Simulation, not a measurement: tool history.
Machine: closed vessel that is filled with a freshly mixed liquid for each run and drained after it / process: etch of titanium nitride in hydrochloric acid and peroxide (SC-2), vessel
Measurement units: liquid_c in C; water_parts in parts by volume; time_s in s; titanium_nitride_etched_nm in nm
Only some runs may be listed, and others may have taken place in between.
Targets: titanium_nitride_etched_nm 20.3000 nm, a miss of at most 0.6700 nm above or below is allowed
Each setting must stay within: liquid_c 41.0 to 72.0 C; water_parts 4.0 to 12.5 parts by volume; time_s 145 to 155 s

run 1 day=0.000 | liquid_c=57.0 water_parts=7.0 time_s=145 | titanium_nitride_etched_nm=9.6207
run 2 day=0.121 | liquid_c=58.5 water_parts=7.0 time_s=145 | titanium_nitride_etched_nm=10.5710
run 3 day=0.421 | liquid_c=58.5 water_parts=8.5 time_s=145 | titanium_nitride_etched_nm=9.0952
run 4 day=0.742 | liquid_c=58.5 water_parts=8.5 time_s=145 | titanium_nitride_etched_nm=9.0558
run 5 day=0.850 | liquid_c=53.0 water_parts=8.5 time_s=145 | titanium_nitride_etched_nm=6.3176
run 6 day=0.946 | liquid_c=53.0 water_parts=9.5 time_s=145 | titanium_nitride_etched_nm=5.9113
run 7 day=1.296 | liquid_c=56.0 water_parts=9.5 time_s=145 | titanium_nitride_etched_nm=7.0071
run 8 day=1.392 | liquid_c=64.0 water_parts=8.0 time_s=145 | titanium_nitride_etched_nm=13.1980
run 9 day=1.462 | liquid_c=65.0 water_parts=8.0 time_s=145 | titanium_nitride_etched_nm=14.1970
run 10 day=1.783 | liquid_c=66.0 water_parts=8.0 time_s=145 | titanium_nitride_etched_nm=15.0950

Exactly one of the 4 candidate moves below puts every result within its allowed miss. Which one?
run A day=2.104 | liquid_c=65.5 water_parts=5.5 time_s=150 | titanium_nitride_etched_nm=?
run B day=2.104 | liquid_c=62.0 water_parts=10.0 time_s=145 | titanium_nitride_etched_nm=?
run C day=2.104 | liquid_c=69.0 water_parts=7.0 time_s=155 | titanium_nitride_etched_nm=?
run D day=2.104 | liquid_c=69.5 water_parts=6.5 time_s=155 | titanium_nitride_etched_nm=?

move=A titanium_nitride_etched_nm=19.8330
move=B titanium_nitride_etched_nm=9.6669
move=C titanium_nitride_etched_nm=21.0760
move=D titanium_nitride_etched_nm=22.9880
A: all results land within tolerance of their targets
B: misses by more than the last run did
C: pushes the last run's worst result past its target
D: pushes the last run's worst result past its target
So the answer is move A, the one that meets all the targets.
